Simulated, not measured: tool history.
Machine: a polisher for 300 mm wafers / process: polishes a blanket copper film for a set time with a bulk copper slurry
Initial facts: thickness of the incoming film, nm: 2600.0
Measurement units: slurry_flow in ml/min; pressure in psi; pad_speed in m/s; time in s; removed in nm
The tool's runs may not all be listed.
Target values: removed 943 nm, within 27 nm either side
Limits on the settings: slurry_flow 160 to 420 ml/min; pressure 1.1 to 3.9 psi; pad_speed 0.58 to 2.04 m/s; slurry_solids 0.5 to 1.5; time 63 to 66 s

{"run": 1, "hour": 0.0, "slurry_flow": 270, "pressure": 2.5, "pad_speed": 1.3, "slurry_solids": 1, "time": 63, "removed": 598.62}
{"run": 2, "hour": 5.8, "slurry_flow": 275, "pressure": 2.8, "pad_speed": 1.3, "slurry_solids": 1, "time": 63, "removed": 653.09}
{"run": 3, "hour": 7.3, "slurry_flow": 275, "pressure": 3.1, "pad_speed": 1.3, "slurry_solids": 1, "time": 63, "removed": 716.64}
{"run": 4, "hour": 12.9, "slurry_flow": 275, "pressure": 3.3, "pad_speed": 1.3, "slurry_solids": 1, "time": 63, "removed": 757.78}
{"run": 5, "hour": 17.0, "slurry_flow": 275, "pressure": 3.5, "pad_speed": 1.32, "slurry_solids": 1, "time": 63, "removed": 794.19}
{"run": 6, "hour": 20.6, "slurry_flow": 280, "pressure": 3.6, "pad_speed": 1.34, "slurry_solids": 1, "time": 63, "removed": 836.31}
{"run": 7, "hour": 26.0, "slurry_flow": 280, "pressure": 3.7, "pad_speed": 1.36, "slurry_solids": 1, "time": 63, "removed": 873.85}
{"run": 8, "hour": 28.0, "slurry_flow": 280, "pressure": 3.8, "pad_speed": 1.36, "slurry_solids": 1, "time": 63, "removed": 888.75}
{"run": 9, "hour": 35.5, "slurry_flow": 280, "pressure": 3.8, "pad_speed": 1.38, "slurry_solids": 1, "time": 63, "removed": 908.11}

Which one of the following 5 next-run settings gets every result inside its allowed miss? There is exactly one.
{"run": "A", "hour": 43.0, "slurry_flow": 280, "pressure": 3.9, "pad_speed": 1.28, "slurry_solids": 0.85, "time": 66, "removed": "?"}
{"run": "B", "hour": 43.0, "slurry_flow": 255, "pressure": 3.6, "pad_speed": 1.48, "slurry_solids": 0.85, "time": 66, "removed": "?"}
{"run": "C", "hour": 43.0, "slurry_flow": 275, "pressure": 3.6, "pad_speed": 1.4, "slurry_solids": 1, "time": 63, "removed": "?"}
{"run": "D", "hour": 43.0, "slurry_flow": 295, "pressure": 3.6, "pad_speed": 1.4, "slurry_solids": 1, "time": 63, "removed": "?"}
{"run": "E", "hour": 43.0, "slurry_flow": 205, "pressure": 3.9, "pad_speed": 1.42, "slurry_solids": 1.1, "time": 66, "removed": "?"}

move=A removed=875.68
move=B removed=930.49
move=C removed=872.63
move=D removed=877.79
move=E removed=986.09
A: further off than the last run
B: in spec on every target
C: further off than the last run
D: further off than the last run
E: pushes the last run's worst result past its target
So the answer is move B, the one that meets all the targets.
